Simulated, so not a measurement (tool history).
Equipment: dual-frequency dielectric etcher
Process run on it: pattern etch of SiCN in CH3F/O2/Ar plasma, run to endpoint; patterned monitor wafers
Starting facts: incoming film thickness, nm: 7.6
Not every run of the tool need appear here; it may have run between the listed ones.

run	day	source power (W)	bias power (W)	endpoint time (s)
1	0	320	88	21.45
2	0.138	320	94	20.957
3	0.312	330	94	20.48
4	0.417	350	94	20.129
5	0.662	300	94	21.229
6	0.808	310	95	20.841
7	1.05	320	95	20.816

The next listed run, before its measurement:
8	1.162	330	95	?

endpoint time (s): 20.457
